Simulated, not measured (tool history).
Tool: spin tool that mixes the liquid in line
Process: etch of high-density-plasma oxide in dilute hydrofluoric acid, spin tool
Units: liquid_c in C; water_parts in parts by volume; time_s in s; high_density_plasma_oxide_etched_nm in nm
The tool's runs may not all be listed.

run,hour,liquid_c,water_parts,time_s,high_density_plasma_oxide_etched_nm
1,0,25,55,105,10.415
2,8.9,25,55,110,10.886
3,10,22.5,55,110,9.8422
4,18.1,22.5,65,110,8.1451
5,24.1,20.5,65,110,7.4698
6,32.1,20.5,50,110,9.8669
7,36.5,22,50,110,10.581
8,44.7,23,50,110,11.051
9,47.2,24,50,110,11.494
10,49.5,25,50,110,11.983
11,55.4,25.5,50,110,12.217
12,57.7,26,50,110,12.611
13,61.1,26.5,50,110,12.669

Run 14 comes next. What will it give?
14,65.1,27,50,110,?

{"run 14": {"high_density_plasma_oxide_etched_nm": 13.032}}
